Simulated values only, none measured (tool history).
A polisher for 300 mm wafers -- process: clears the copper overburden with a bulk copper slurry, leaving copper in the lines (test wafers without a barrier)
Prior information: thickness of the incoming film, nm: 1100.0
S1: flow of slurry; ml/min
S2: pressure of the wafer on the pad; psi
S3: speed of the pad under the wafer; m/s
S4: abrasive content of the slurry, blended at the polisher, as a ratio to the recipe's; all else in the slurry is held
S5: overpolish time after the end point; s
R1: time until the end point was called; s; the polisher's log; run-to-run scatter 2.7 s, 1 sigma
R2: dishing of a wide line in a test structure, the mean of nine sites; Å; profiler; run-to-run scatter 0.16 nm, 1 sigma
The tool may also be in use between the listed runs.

Run 1, hour 0: S1 270 ml/min, S2 2.8 psi, S3 0.92 m/s, S4 1, S5 8 s. Result: R1 106.93 s, R2 345.07 Å.
Run 2, hour 2.3: S1 270 ml/min, S2 2.8 psi, S3 0.92 m/s, S4 0.85, S5 8 s. Result: R1 108.99 s, R2 352.8 Å.
Run 3, hour 5.5: S1 315 ml/min, S2 2.8 psi, S3 0.92 m/s, S4 0.85, S5 8 s. Result: R1 107.68 s, R2 346.86 Å.
Run 4, hour 8.8: S1 315 ml/min, S2 3.2 psi, S3 0.92 m/s, S4 0.85, S5 8 s. Result: R1 99.286 s, R2 360.68 Å.
Run 5, hour 10.1: S1 325 ml/min, S2 3 psi, S3 0.86 m/s, S4 0.9, S5 7 s. Result: R1 105.33 s, R2 332.35 Å.
Run 6, hour 16.4: S1 335 ml/min, S2 2.8 psi, S3 0.82 m/s, S4 0.9, S5 6 s. Result: R1 118.25 s, R2 276.69 Å.
Run 7, hour 22.1: S1 345 ml/min, S2 2.6 psi, S3 0.78 m/s, S4 0.95, S5 6 s. Result: R1 130.26 s, R2 269.01 Å.
Run 8, hour 28: S1 355 ml/min, S2 2.5 psi, S3 0.74 m/s, S4 1, S5 6 s. Result: R1 141.36 s, R2 263.43 Å.
Run 9, hour 36.7: S1 280 ml/min, S2 1.7 psi, S3 0.74 m/s, S4 0.75, S5 2 s. Result: R1 199.64 s, R2 75.098 Å.
Run 10, hour 41.6: S1 285 ml/min, S2 1.7 psi, S3 0.74 m/s, S4 0.8, S5 2 s. Result: R1 195.04 s, R2 77.961 Å.
Run 11, hour 47.9: S1 290 ml/min, S2 1.7 psi, S3 0.72 m/s, S4 0.85, S5 2 s. Result: R1 198.2 s, R2 75.31 Å.
Run 12, hour 56.1: S1 295 ml/min, S2 1.7 psi, S3 0.72 m/s, S4 0.85, S5 2 s. Result: R1 198.95 s, R2 77.935 Å.
Run 13, hour 65: S1 300 ml/min, S2 1.7 psi, S3 0.72 m/s, S4 0.85, S5 2 s. Result: R1 197.06 s, R2 79.278 Å.

The next listed run, before its measurement:
Run 14, hour 70.6: S1 305 ml/min, S2 1.7 psi, S3 0.72 m/s, S4 0.85, S5 2 s. Result: R1 ?, R2 ?.

Run 14 gave R1 197.47 s, R2 74.004 Å.

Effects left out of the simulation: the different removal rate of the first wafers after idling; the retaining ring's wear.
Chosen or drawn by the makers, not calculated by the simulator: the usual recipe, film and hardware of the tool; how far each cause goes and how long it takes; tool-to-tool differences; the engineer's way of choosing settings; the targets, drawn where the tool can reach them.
